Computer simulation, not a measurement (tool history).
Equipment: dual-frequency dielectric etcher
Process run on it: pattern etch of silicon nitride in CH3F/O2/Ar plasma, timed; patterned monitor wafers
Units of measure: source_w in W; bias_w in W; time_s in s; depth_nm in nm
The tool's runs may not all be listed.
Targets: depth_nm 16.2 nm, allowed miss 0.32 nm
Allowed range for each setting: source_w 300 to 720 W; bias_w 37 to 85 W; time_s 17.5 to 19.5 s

| run | hour | source_w | bias_w | time_s | depth_nm |
|---|---|---|---|---|---|
| 1 | 0 | 510 | 61 | 19.5 | 14.613 |
| 2 | 3.5 | 510 | 61 | 17.5 | 13.264 |
| 3 | 10.4 | 540 | 63 | 17.5 | 13.547 |
| 4 | 13.4 | 560 | 66 | 18 | 14.483 |
| 5 | 15.6 | 560 | 60 | 18 | 13.875 |
|  | 24.6 | bias power generator calibrated |
| 6 | 24.6 | 580 | 62 | 18 | 14.139 |
| 7 | 32.8 | 600 | 64 | 18 | 14.349 |
| 8 | 36.2 | 610 | 66 | 18 | 14.596 |
| 9 | 43.9 | 620 | 68 | 18 | 15.1 |
| 10 | 47.2 | 700 | 69 | 18 | 15.586 |
| 11 | 52.2 | 700 | 70 | 18 | 15.577 |
| 12 | 54.8 | 720 | 75 | 18.5 | 16.826 |
| 13 | 59.1 | 710 | 75 | 18.5 | 16.777 |
| 14 | 65.4 | 700 | 75 | 18.5 | 16.663 |
| 15 | 72.4 | 690 | 75 | 18.5 | 16.711 |
| 16 | 76.9 | 690 | 75 | 18.5 | 16.57 |

Which of these 5 next moves meets every target?
| A | 81.4 | 720 | 83 | 18 | ? |
| B | 81.4 | 710 | 76 | 19 | ? |
| C | 81.4 | 670 | 82 | 17.5 | ? |
| D | 81.4 | 710 | 74 | 19 | ? |
| E | 81.4 | 700 | 73 | 19.5 | ? |

| move | depth_nm |
|---|---|
| A | 17.103 |
| B | 17.28 |
| C | 16.195 |
| D | 17.073 |
| E | 17.343 |
A: moves away from the targets compared with the last run
B: moves away from the targets compared with the last run
C: each result inside its tolerance
D: moves away from the targets compared with the last run
E: moves away from the targets compared with the last run
So the answer is move C, the one that meets all the targets.
